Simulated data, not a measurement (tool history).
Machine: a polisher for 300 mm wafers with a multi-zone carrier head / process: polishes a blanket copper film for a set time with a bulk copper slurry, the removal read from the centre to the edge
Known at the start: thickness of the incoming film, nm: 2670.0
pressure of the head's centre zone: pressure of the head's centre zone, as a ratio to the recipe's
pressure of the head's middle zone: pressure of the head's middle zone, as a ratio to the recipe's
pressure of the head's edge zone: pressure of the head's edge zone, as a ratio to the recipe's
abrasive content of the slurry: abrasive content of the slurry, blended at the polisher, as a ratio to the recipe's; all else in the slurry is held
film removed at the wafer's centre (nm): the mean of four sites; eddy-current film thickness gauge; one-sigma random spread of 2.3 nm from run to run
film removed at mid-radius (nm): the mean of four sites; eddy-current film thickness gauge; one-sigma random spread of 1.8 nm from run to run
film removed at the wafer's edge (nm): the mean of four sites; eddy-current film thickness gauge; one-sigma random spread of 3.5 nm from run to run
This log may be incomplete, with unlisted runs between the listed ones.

run  hour  flow of slurry (ml/min)  pressure of the head's centre zone  pressure of the head's middle zone  pressure of the head's edge zone  abrasive content of the slurry  polishing time (s)  film removed at the wafer's centre (nm)  film removed at mid-radius (nm)  film removed at the wafer's edge (nm)
  1   0.0                      305                                1.00                                1.00                              1.00                            1.00                  37                                   240.84                           240.35                                 232.11
  2   3.3                      320                                1.02                                1.03                              1.01                            1.05                  37                                   244.61                           247.87                                 245.33
  3   9.5                      320                                0.94                                1.03                              1.01                            1.05                  37                                   226.76                           247.37                                 242.83
  4  12.2                      325                                0.99                                1.06                              0.99                            1.05                  37                                   237.97                           253.21                                 241.73
  5  17.7                      325                                0.99                                1.06                              0.99                            1.20                  37                                   244.41                           264.21                                 249.21
  6  20.3                      325                                0.99                                1.06                              1.07                            1.20                  37                                   246.95                           261.34                                 260.09

Run 7 is up next; what results do you expect?
  7  25.6                      325                                1.02                                1.07                              1.03                            1.20                  37                                        ?                                ?                                      ?

{"run 7": {"film removed at the wafer's centre (nm)": 254.84, "film removed at mid-radius (nm)": 269.04, "film removed at the wafer's edge (nm)": 252.89}}
